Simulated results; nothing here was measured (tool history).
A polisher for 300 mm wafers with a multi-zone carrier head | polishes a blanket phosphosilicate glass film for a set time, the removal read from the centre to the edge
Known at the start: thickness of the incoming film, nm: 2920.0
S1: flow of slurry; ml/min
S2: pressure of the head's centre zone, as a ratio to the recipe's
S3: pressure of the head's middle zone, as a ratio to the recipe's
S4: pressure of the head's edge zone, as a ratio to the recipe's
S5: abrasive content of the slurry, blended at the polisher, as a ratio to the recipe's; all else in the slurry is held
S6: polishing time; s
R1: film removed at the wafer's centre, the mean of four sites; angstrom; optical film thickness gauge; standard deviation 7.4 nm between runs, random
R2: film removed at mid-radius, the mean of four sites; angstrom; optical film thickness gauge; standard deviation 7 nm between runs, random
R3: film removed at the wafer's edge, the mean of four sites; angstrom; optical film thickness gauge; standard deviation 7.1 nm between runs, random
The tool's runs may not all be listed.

run	day	S1	S2	S3	S4	S5	S6	R1	R2	R3
1	0.000	240	1.00	1.00	1.00	1.00	47	4144.5	4231.8	4250.7
2	0.254	240	1.08	1.00	1.00	1.00	47	4572.2	4233.1	4218.9
3	0.308	240	1.08	1.00	1.00	1.00	55	5273.4	5021.0	4995.2
4	0.367	240	1.05	1.00	1.04	1.10	56	5518.0	5314.9	5351.4
5	0.633	240	1.00	0.99	1.07	1.20	57	5581.2	5573.2	5858.0
6	0.829	245	0.97	1.00	1.09	1.25	57	5538.2	5764.7	6002.8
7	1.062	245	0.95	1.00	1.11	1.30	58	5700.8	6007.5	6127.9
8	1.129	240	0.92	0.98	1.12	1.35	59	5639.3	6016.4	6270.1
9	1.412	245	0.89	0.97	1.14	1.40	60	5765.9	6173.4	6653.9
10	1.725	255	0.87	0.97	1.15	1.40	60	5740.9	6156.3	6755.0

Estimate the outcome of run 11 from the log above:
11	2.062	265	0.86	0.98	1.16	1.40	60	?	?	?

Run 11 measured R1 5501.6 angstrom, R2 6287.0 angstrom, R3 6814.0 angstrom.
